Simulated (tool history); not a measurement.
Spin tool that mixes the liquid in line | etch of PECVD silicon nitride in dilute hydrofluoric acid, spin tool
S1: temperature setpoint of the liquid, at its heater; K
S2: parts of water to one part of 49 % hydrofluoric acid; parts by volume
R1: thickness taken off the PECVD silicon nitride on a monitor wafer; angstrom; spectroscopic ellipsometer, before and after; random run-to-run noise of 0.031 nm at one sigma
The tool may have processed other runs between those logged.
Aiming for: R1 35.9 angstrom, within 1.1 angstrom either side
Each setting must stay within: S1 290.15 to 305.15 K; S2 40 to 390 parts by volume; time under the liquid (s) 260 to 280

run 1 hour=0 | S1=297.15 S2=215 time_under_the_liquid_(s)=260 | R1=57.033
run 2 hour=1.1 | S1=296.15 S2=215 time_under_the_liquid_(s)=260 | R1=53.491
run 3 hour=2.2 | S1=296.15 S2=215 time_under_the_liquid_(s)=280 | R1=58.264
run 4 hour=9.1 | S1=295.15 S2=220 time_under_the_liquid_(s)=280 | R1=53.407
run 5 hour=10.4 | S1=295.15 S2=295 time_under_the_liquid_(s)=280 | R1=39.929
run 6 hour=18.2 | S1=295.15 S2=295 time_under_the_liquid_(s)=280 | R1=39.875
run 7 hour=20.3 | S1=294.65 S2=295 time_under_the_liquid_(s)=280 | R1=39.321
run 8 hour=21.8 | S1=294.15 S2=295 time_under_the_liquid_(s)=280 | R1=37.182

Consider the 4 candidate settings below. Which is the only one whose results all fall within their allowed miss of target?
run A hour=23.3 | S1=294.15 S2=290 time_under_the_liquid_(s)=265 | R1=?
run B hour=23.3 | S1=292.65 S2=280 time_under_the_liquid_(s)=260 | R1=?
run C hour=23.3 | S1=293.15 S2=270 time_under_the_liquid_(s)=280 | R1=?
run D hour=23.3 | S1=293.65 S2=320 time_under_the_liquid_(s)=280 | R1=?

move=A R1=35.765
move=B R1=32.938
move=C R1=37.945
move=D R1=33.295
A: every result within its allowed miss
B: the result that was furthest off in the last run now lies on the other side of its target
C: its largest miss is bigger than the last run's
D: the result that was furthest off in the last run now lies on the other side of its target
So the answer is move A, the one that meets all the targets.

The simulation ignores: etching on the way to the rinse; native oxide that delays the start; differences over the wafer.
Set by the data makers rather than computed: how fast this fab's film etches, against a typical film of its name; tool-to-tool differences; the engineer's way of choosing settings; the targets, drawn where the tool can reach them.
